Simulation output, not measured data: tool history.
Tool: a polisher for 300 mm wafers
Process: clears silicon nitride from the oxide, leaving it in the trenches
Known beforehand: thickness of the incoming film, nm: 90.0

| run | hour | flow of slurry (ml/min) | pressure of the wafer on the pad (psi) | speed of the pad under the wafer (cm/s) | overpolish time after the end point (s) | time until the end point was called (s) |
|---|---|---|---|---|---|---|
| 1 | 0 | 200 | 2.4 | 124 | 20 | 103.13 |
| 2 | 4.8 | 200 | 2.4 | 124 | 21 | 101.83 |
| 3 | 8 | 200 | 2.3 | 124 | 21 | 106.66 |
| 4 | 13.2 | 200 | 2.2 | 124 | 21 | 109.44 |
| 5 | 21 | 200 | 2.2 | 124 | 20 | 114.17 |
| 6 | 29 | 195 | 2.1 | 124 | 20 | 117.04 |
| 7 | 30.1 | 190 | 2 | 124 | 20 | 123.82 |

Run 8 has not been measured yet. What should we expect?
| 8 | 37.2 | 185 | 2 | 124 | 20 | ? |

Logged for run 8: time until the end point was called (s) 123.

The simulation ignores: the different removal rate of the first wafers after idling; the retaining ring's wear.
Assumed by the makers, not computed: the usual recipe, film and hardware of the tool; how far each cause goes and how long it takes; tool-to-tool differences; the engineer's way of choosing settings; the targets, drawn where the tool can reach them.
